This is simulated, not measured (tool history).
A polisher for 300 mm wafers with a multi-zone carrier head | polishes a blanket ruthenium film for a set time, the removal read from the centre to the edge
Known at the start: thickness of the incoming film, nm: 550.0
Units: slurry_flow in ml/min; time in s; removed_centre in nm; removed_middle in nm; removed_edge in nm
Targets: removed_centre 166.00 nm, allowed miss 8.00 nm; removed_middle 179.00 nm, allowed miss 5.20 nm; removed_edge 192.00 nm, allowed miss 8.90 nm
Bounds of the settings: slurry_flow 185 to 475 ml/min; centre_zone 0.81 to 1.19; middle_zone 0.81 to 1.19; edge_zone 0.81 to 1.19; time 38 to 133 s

| run | hour | slurry_flow | centre_zone | middle_zone | edge_zone | time | removed_centre | removed_middle | removed_edge |
|---|---|---|---|---|---|---|---|---|---|
| 1 | 0.0 | 305 | 1.00 | 1.00 | 1.00 | 85 | 147.74 | 141.87 | 141.39 |
| 2 | 4.9 | 340 | 1.00 | 1.00 | 1.00 | 85 | 147.88 | 143.57 | 141.35 |
| 3 | 5.8 | 340 | 0.92 | 1.00 | 1.00 | 85 | 137.39 | 143.00 | 143.92 |
| 4 | 9.4 | 335 | 0.91 | 1.00 | 1.03 | 90 | 144.42 | 153.12 | 153.30 |
| 5 | 11.4 | 335 | 0.91 | 1.00 | 1.10 | 90 | 137.85 | 154.75 | 161.42 |
| 6 | 13.2 | 300 | 0.91 | 1.00 | 1.10 | 90 | 142.30 | 152.20 | 156.88 |
| 7 | 17.7 | 320 | 0.93 | 1.00 | 1.12 | 93 | 151.11 | 157.70 | 164.33 |
|  | 21.8 | edge zone pressure recalibrated |
| 8 | 21.8 | 335 | 0.93 | 1.00 | 1.14 | 96 | 156.49 | 166.13 | 174.15 |
| 9 | 28.4 | 375 | 0.93 | 1.00 | 1.19 | 101 | 164.24 | 172.59 | 192.83 |

Which of these 5 next moves meets every target?
| A | 35.0 | 365 | 0.92 | 1.00 | 1.13 | 105 | ? | ? | ? |
| B | 35.0 | 355 | 0.90 | 0.95 | 1.19 | 104 | ? | ? | ? |
| C | 35.0 | 415 | 0.89 | 0.99 | 1.19 | 98 | ? | ? | ? |
| D | 35.0 | 440 | 0.89 | 0.96 | 1.19 | 100 | ? | ? | ? |
| E | 35.0 | 380 | 0.95 | 0.99 | 1.19 | 100 | ? | ? | ? |

| move | removed_centre | removed_middle | removed_edge |
|---|---|---|---|
| A | 170.11 | 178.11 | 191.33 |
| B | 164.45 | 168.70 | 194.55 |
| C | 154.76 | 166.04 | 184.48 |
| D | 158.44 | 165.62 | 188.78 |
| E | 167.75 | 168.54 | 187.53 |
A: meets every target
B: further off than the last run
C: further off than the last run
D: further off than the last run
E: further off than the last run
The right move is A.
